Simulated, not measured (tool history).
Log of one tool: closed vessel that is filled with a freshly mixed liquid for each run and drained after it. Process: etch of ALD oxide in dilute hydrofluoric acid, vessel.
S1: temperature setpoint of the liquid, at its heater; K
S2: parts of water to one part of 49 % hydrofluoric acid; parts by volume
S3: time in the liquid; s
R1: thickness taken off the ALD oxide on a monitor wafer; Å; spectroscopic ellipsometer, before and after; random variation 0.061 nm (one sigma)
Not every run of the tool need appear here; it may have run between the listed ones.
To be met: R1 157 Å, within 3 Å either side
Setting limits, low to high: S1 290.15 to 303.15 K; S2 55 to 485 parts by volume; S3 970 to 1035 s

run,hour,S1,S2,S3,R1
1,0,295.15,270,970,261.82
2,3.2,295.15,270,970,261.73
3,12.1,293.65,290,970,226.35
4,17.7,293.65,230,970,303.52
5,21.3,291.65,230,970,278.55
6,24.7,291.65,230,1035,298.71
7,30.2,291.15,265,1035,248.23
8,34.3,291.15,265,1035,248.78
9,42,290.65,285,1035,221.37
10,44.3,290.65,305,1035,202.23
11,51,290.65,320,1035,190.59

Pick the move, out of 5, that brings all results within their allowed miss; only one does.
A,57.7,290.15,355,995,?
B,57.7,290.15,340,985,?
C,57.7,290.15,365,975,?
D,57.7,291.15,375,975,?
E,57.7,290.15,375,1030,?

move,R1
A,158.33
B,165.64
C,149.7
D,149.9
E,152.71
A: in spec on every target
B: better than the last run, though not everything is in spec
C: takes the result that was furthest off past its target
D: takes the result that was furthest off past its target
E: takes the result that was furthest off past its target
So the answer is move A, the one that meets all the targets.
